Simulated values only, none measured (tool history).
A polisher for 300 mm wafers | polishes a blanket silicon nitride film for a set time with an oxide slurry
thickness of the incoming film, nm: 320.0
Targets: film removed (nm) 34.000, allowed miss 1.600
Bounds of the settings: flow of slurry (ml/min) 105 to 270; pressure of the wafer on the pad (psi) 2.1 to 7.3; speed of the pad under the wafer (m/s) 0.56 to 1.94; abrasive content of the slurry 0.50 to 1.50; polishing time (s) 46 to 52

run	day	flow of slurry (ml/min)	pressure of the wafer on the pad (psi)	speed of the pad under the wafer (m/s)	abrasive content of the slurry	polishing time (s)	film removed (nm)
1	0.000	175	4.7	1.24	1.00	52	43.065
2	0.233	175	4.4	1.24	1.00	52	40.986
3	0.362	175	4.4	1.24	1.15	52	45.707
4	0.496	150	4.4	1.24	1.15	52	44.341
5	0.817	130	4.4	1.24	1.15	52	42.719
6	1.138	170	4.4	1.24	1.15	52	44.973
7	1.404	170	4.0	1.22	1.15	52	40.779
8	1.504	170	3.8	1.22	1.15	52	40.407
9	1.796	165	3.5	1.22	1.15	52	37.292
# day 1.858: slurry blender recalibrated
10	1.858	160	3.4	1.22	1.15	52	51.816
11	1.958	180	3.8	1.22	1.15	52	55.681
12	1.992	180	2.5	0.90	1.10	52	32.152

5 next moves are on the table. One of them brings every result within its allowed miss. Which?
A	2.025	205	3.1	0.82	1.10	51	?
B	2.025	205	4.0	0.66	1.10	46	?
C	2.025	190	2.3	0.88	1.05	52	?
D	2.025	180	3.0	0.82	1.00	49	?
E	2.025	195	2.3	0.84	1.10	52	?

move	film removed (nm)
A	33.099
B	29.837
C	28.563
D	28.754
E	28.424
A: meets every target
B: further off than the last run
C: further off than the last run
D: further off than the last run
E: further off than the last run
Answer: A

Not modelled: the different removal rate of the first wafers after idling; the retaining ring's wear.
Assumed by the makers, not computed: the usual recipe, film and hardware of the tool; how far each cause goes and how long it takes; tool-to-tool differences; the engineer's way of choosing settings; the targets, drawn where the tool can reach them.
